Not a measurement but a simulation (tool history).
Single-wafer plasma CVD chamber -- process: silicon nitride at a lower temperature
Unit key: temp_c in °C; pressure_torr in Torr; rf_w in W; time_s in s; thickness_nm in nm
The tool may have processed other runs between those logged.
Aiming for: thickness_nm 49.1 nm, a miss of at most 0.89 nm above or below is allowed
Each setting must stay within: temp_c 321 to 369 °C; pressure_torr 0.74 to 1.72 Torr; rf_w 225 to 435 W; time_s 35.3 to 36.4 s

run,day,temp_c,pressure_torr,rf_w,time_s,thickness_nm
1,0,345,1.23,330,35.3,40.154
2,0.042,353,1.23,330,35.3,39.959
3,0.346,342,1.23,330,35.3,40
4,0.542,342,1.32,345,35.4,42.876
5,0.592,342,1.14,345,35.4,39.909
6,0.954,342,1.14,345,36.4,40.949
7,0.992,342,1.24,345,36.4,42.704
8,1.338,342,1.32,345,36.4,43.79
9,1.642,342,1.39,345,36.4,44.578

Exactly one of the 5 candidate moves below puts every result within its allowed miss. Which one?
A,1.946,351,1.46,365,36.4,?
B,1.946,347,1.46,435,36.4,?
C,1.946,344,1.58,395,36.4,?
D,1.946,342,1.25,430,36.2,?
E,1.946,343,1.65,385,36.4,?

move,thickness_nm
A,47.512
B,53.214
C,51.686
D,49.4
E,51.683
A: nearer the targets than the last run, but a result is still out of spec
B: takes the biggest miss from the last run beyond its target
C: takes the biggest miss from the last run beyond its target
D: all results in spec
E: takes the biggest miss from the last run beyond its target
The move that meets every target is D.
